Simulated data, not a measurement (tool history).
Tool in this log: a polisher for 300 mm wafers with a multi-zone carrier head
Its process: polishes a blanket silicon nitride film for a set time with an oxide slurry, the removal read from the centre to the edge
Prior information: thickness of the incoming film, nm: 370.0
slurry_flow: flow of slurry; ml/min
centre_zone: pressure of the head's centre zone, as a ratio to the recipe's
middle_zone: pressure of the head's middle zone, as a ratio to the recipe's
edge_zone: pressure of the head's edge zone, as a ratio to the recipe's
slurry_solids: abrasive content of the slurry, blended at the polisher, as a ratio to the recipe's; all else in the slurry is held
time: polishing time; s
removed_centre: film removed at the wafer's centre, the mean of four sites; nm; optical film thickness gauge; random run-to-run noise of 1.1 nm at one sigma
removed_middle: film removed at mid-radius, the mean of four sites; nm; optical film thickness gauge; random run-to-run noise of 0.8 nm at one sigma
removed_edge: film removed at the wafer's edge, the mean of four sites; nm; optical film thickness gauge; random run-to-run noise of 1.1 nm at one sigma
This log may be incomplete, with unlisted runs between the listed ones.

run 1 day=0.000 | slurry_flow=295 centre_zone=1.00 middle_zone=1.00 edge_zone=1.00 slurry_solids=1.00 time=68 | removed_centre=62.479 removed_middle=60.759 removed_edge=62.078
run 2 day=0.346 | slurry_flow=290 centre_zone=1.00 middle_zone=0.98 edge_zone=1.04 slurry_solids=1.15 time=69 | removed_centre=65.048 removed_middle=63.361 removed_edge=65.666
run 3 day=0.717 | slurry_flow=290 centre_zone=1.00 middle_zone=0.94 edge_zone=1.07 slurry_solids=1.25 time=72 | removed_centre=70.223 removed_middle=65.524 removed_edge=73.221
run 4 day=0.979 | slurry_flow=290 centre_zone=1.00 middle_zone=0.94 edge_zone=1.07 slurry_solids=1.35 time=72 | removed_centre=70.950 removed_middle=68.097 removed_edge=74.246
run 5 day=1.138 | slurry_flow=290 centre_zone=1.00 middle_zone=0.94 edge_zone=1.07 slurry_solids=1.35 time=55 | removed_centre=55.413 removed_middle=52.710 removed_edge=56.027
run 6 day=1.321 | slurry_flow=235 centre_zone=1.00 middle_zone=0.94 edge_zone=1.07 slurry_solids=1.35 time=55 | removed_centre=53.455 removed_middle=51.880 removed_edge=54.480
run 7 day=1.483 | slurry_flow=260 centre_zone=1.01 middle_zone=0.94 edge_zone=1.10 slurry_solids=1.40 time=60 | removed_centre=59.310 removed_middle=57.747 removed_edge=63.199
run 8 day=1.612 | slurry_flow=335 centre_zone=1.11 middle_zone=0.97 edge_zone=1.19 slurry_solids=1.50 time=72 | removed_centre=83.328 removed_middle=73.776 removed_edge=82.213

Estimate the outcome of run 9 from the log above:
run 9 day=1.788 | slurry_flow=330 centre_zone=1.09 middle_zone=0.96 edge_zone=1.19 slurry_solids=1.50 time=73 | removed_centre=? removed_middle=? removed_edge=?

{"run 9": {"removed_centre": 82.298, "removed_middle": 73.78, "removed_edge": 81.564}}

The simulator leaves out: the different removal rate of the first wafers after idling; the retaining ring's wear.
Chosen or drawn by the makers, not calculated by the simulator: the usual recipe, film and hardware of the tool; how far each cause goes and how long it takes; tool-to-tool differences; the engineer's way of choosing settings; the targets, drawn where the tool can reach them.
